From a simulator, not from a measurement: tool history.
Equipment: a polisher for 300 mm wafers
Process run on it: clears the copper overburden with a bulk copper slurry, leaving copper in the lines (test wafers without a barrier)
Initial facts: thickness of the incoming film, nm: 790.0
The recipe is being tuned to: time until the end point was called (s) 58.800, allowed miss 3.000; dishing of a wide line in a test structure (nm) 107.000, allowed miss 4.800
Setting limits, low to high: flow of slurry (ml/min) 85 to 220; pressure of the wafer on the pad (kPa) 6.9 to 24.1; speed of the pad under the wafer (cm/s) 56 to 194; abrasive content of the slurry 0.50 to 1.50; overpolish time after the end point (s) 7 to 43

run  hour  flow of slurry (ml/min)  pressure of the wafer on the pad (kPa)  speed of the pad under the wafer (cm/s)  abrasive content of the slurry  overpolish time after the end point (s)  time until the end point was called (s)  dishing of a wide line in a test structure (nm)
  1   0.0                      140                                    15.2                                      124                            1.00                                       22                                   80.470                                           83.742
  2   3.1                      140                                    15.9                                      124                            1.00                                       22                                   79.387                                           85.314
  3   9.6                      115                                    15.9                                      124                            1.00                                       22                                   83.404                                           85.438
  4  11.4                      105                                    15.9                                      124                            1.00                                       22                                   87.029                                           81.929
  5  19.6                      120                                    16.5                                      124                            1.00                                       22                                   75.867                                           87.408
  6  20.1                      120                                    16.5                                      104                            1.00                                       22                                   89.779                                           81.408
  7  25.7                      140                                    20.7                                      108                            1.00                                       20                                   68.884                                           93.840
  8  26.4                      145                                    21.4                                      108                            1.00                                       20                                   65.136                                           95.603
  9  28.4                      150                                    21.4                                      108                            1.00                                       20                                   65.379                                           95.518

5 next moves are on the table. One of them brings every result within its allowed miss. Which?
  A  30.4                      120                                    22.8                                       84                            0.85                                       29                                        ?                                                ?
  B  30.4                      215                                    20.0                                       88                            1.15                                       26                                        ?                                                ?
  C  30.4                      115                                    22.8                                      124                            0.95                                       22                                        ?                                                ?
  D  30.4                      145                                    21.4                                      104                            1.00                                       32                                        ?                                                ?
  E  30.4                      135                                    19.3                                      108                            1.05                                       19                                        ?                                                ?

move  time until the end point was called (s)  dishing of a wide line in a test structure (nm)
   A                                   81.720                                          104.870
   B                                   75.355                                          100.480
   C                                   57.290                                          108.790
   D                                   66.978                                          116.800
   E                                   71.777                                           86.985
A: gets the furthest-off result to its target, but another result is out of tolerance
B: its largest miss is bigger than the last run's
C: all results land within tolerance of their targets
D: takes the biggest miss from the last run beyond its target
E: its largest miss is bigger than the last run's
Answer: C

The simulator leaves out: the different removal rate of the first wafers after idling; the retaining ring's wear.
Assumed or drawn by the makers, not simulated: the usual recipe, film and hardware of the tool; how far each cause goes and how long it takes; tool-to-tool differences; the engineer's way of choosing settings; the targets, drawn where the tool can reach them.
